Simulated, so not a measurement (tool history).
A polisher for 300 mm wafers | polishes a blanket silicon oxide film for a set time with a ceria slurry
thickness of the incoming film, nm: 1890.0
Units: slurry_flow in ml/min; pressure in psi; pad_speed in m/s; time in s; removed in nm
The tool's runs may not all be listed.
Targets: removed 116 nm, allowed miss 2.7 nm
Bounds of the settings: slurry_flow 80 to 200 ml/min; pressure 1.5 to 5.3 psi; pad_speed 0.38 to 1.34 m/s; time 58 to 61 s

run    day  slurry_flow  pressure  pad_speed  time  removed
  1      0          130       3.4       0.86    58    246.8
  2  0.358          130       3.4       0.86    61   259.35
  3  0.538          130       2.5       0.86    61   194.17
  4  0.588          125       2.3       0.84    61   173.16
  5  0.692          120       2.2       0.84    61   164.12
  6  0.929          120       1.6       0.84    61   122.31
  7  1.196          115       1.6       0.84    61   120.71
  8  1.258          110       1.6       0.84    61   119.59

Which of these 4 next moves meets every target?
  A  1.321           80       2.3        0.6    61        ?
  B  1.321          120       1.8       0.72    61        ?
  C  1.321          110       1.8       0.68    61        ?
  D  1.321          125       1.7       0.72    60        ?

move  removed
   A   109.83
   B    117.5
   C   108.82
   D   110.65
A: takes the result that was furthest off past its target
B: meets every target
C: takes the result that was furthest off past its target
D: takes the result that was furthest off past its target
The right move is B.
